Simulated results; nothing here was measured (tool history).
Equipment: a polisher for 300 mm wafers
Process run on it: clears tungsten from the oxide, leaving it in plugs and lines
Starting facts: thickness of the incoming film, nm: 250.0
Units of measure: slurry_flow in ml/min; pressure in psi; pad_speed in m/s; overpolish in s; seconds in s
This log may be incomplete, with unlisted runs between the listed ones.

Run 1, day 0: slurry_flow 160 ml/min, pressure 2.6 psi, pad_speed 1.32 m/s, slurry_solids 1, overpolish 3 s. Result: seconds 66.624 s.
Run 2, day 0.342: slurry_flow 160 ml/min, pressure 2.8 psi, pad_speed 1.32 m/s, slurry_solids 1, overpolish 3 s. Result: seconds 61.895 s.
Run 3, day 0.458: slurry_flow 160 ml/min, pressure 2.9 psi, pad_speed 1.32 m/s, slurry_solids 1, overpolish 3 s. Result: seconds 59.886 s.
Run 4, day 0.6: slurry_flow 120 ml/min, pressure 2.9 psi, pad_speed 1.32 m/s, slurry_solids 1, overpolish 3 s. Result: seconds 64.187 s.
Run 5, day 0.758: slurry_flow 120 ml/min, pressure 2.9 psi, pad_speed 1.32 m/s, slurry_solids 0.85, overpolish 3 s. Result: seconds 64.889 s.
Run 6, day 0.912: slurry_flow 130 ml/min, pressure 3 psi, pad_speed 1.32 m/s, slurry_solids 0.85, overpolish 3 s. Result: seconds 62.546 s.
Run 7, day 1.271: slurry_flow 140 ml/min, pressure 3.1 psi, pad_speed 1.32 m/s, slurry_solids 0.85, overpolish 3 s. Result: seconds 60.028 s.
Run 8, day 1.333: slurry_flow 145 ml/min, pressure 3.2 psi, pad_speed 1.32 m/s, slurry_solids 0.85, overpolish 3 s. Result: seconds 59.012 s.

What will run 9 give?
Run 9, day 1.646: slurry_flow 145 ml/min, pressure 3.3 psi, pad_speed 1.32 m/s, slurry_solids 0.85, overpolish 3 s. Result: seconds ?.

Run 9 yielded seconds 57.898 s.
